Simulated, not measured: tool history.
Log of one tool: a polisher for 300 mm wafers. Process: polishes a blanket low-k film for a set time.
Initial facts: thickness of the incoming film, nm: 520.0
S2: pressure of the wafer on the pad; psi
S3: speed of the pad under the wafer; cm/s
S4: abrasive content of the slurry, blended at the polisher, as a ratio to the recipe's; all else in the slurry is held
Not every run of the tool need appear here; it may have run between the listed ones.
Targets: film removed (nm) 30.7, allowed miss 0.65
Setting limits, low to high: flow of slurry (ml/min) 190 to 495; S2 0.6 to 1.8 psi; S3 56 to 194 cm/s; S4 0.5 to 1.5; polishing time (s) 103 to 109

run 1 hour=0 | flow_of_slurry_(ml/min)=320 S2=1.2 S3=124 S4=1 polishing_time_(s)=103 | film_removed_(nm)=35.364
run 2 hour=3.7 | flow_of_slurry_(ml/min)=315 S2=1.2 S3=124 S4=1 polishing_time_(s)=103 | film_removed_(nm)=35.468
run 3 hour=10.7 | flow_of_slurry_(ml/min)=315 S2=1.1 S3=124 S4=1 polishing_time_(s)=103 | film_removed_(nm)=32.549
run 4 hour=17.9 | flow_of_slurry_(ml/min)=310 S2=1.1 S3=124 S4=1 polishing_time_(s)=103 | film_removed_(nm)=32.368
run 5 hour=20.4 | flow_of_slurry_(ml/min)=305 S2=1.1 S3=124 S4=1 polishing_time_(s)=103 | film_removed_(nm)=32.229
run 6 hour=24.2 | flow_of_slurry_(ml/min)=305 S2=1.3 S3=124 S4=1 polishing_time_(s)=103 | film_removed_(nm)=38.16
run 7 hour=29.9 | flow_of_slurry_(ml/min)=295 S2=1.2 S3=124 S4=1 polishing_time_(s)=103 | film_removed_(nm)=34.843
run 8 hour=34.3 | flow_of_slurry_(ml/min)=275 S2=1.2 S3=124 S4=1 polishing_time_(s)=103 | film_removed_(nm)=34.647

Which single option among these 4 for the next run brings every result within its allowed miss of target? Just one does.
run A hour=38.7 | flow_of_slurry_(ml/min)=315 S2=1.3 S3=120 S4=1.15 polishing_time_(s)=105 | film_removed_(nm)=?
run B hour=38.7 | flow_of_slurry_(ml/min)=265 S2=1.2 S3=140 S4=1 polishing_time_(s)=109 | film_removed_(nm)=?
run C hour=38.7 | flow_of_slurry_(ml/min)=205 S2=1.2 S3=104 S4=1 polishing_time_(s)=108 | film_removed_(nm)=?
run D hour=38.7 | flow_of_slurry_(ml/min)=315 S2=1.2 S3=132 S4=1.05 polishing_time_(s)=108 | film_removed_(nm)=?

move=A film_removed_(nm)=41.27
move=B film_removed_(nm)=40.593
move=C film_removed_(nm)=30.628
move=D film_removed_(nm)=40.28
A: its largest miss is bigger than the last run's
B: its largest miss is bigger than the last run's
C: all results in spec
D: its largest miss is bigger than the last run's
Answer: C
